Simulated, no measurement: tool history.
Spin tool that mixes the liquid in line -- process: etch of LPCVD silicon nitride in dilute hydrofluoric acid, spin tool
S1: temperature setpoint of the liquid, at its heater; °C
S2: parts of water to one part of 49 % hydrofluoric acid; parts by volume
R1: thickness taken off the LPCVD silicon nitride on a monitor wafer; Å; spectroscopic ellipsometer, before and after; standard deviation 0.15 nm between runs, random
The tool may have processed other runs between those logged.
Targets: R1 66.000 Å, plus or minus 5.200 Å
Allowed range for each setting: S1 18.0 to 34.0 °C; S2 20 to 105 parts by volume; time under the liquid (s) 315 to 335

run 1 hour=0.0 | S1=26.0 S2=55 time_under_the_liquid_(s)=315 | R1=37.616
run 2 hour=3.3 | S1=28.0 S2=50 time_under_the_liquid_(s)=315 | R1=45.875
run 3 hour=4.9 | S1=29.5 S2=50 time_under_the_liquid_(s)=315 | R1=50.024
run 4 hour=11.1 | S1=30.5 S2=50 time_under_the_liquid_(s)=315 | R1=54.611
run 5 hour=17.1 | S1=29.0 S2=50 time_under_the_liquid_(s)=315 | R1=49.909
run 6 hour=24.9 | S1=29.0 S2=50 time_under_the_liquid_(s)=335 | R1=51.598
run 7 hour=25.9 | S1=30.0 S2=50 time_under_the_liquid_(s)=335 | R1=55.261
run 8 hour=28.4 | S1=30.5 S2=50 time_under_the_liquid_(s)=335 | R1=56.805
run 9 hour=35.6 | S1=31.0 S2=50 time_under_the_liquid_(s)=335 | R1=58.967
run 10 hour=40.8 | S1=31.5 S2=50 time_under_the_liquid_(s)=335 | R1=60.335

Which single option among these 5 for the next run brings every result within its allowed miss of target? Just one does.
run A hour=46.0 | S1=34.0 S2=60 time_under_the_liquid_(s)=315 | R1=?
run B hour=46.0 | S1=29.0 S2=50 time_under_the_liquid_(s)=335 | R1=?
run C hour=46.0 | S1=31.5 S2=55 time_under_the_liquid_(s)=315 | R1=?
run D hour=46.0 | S1=31.5 S2=55 time_under_the_liquid_(s)=325 | R1=?
run E hour=46.0 | S1=34.0 S2=50 time_under_the_liquid_(s)=325 | R1=?

move=A R1=55.833
move=B R1=51.748
move=C R1=52.010
move=D R1=53.661
move=E R1=69.100
A: further off than the last run
B: further off than the last run
C: further off than the last run
D: further off than the last run
E: every result lands within tolerance
Go with E: it meets all targets.
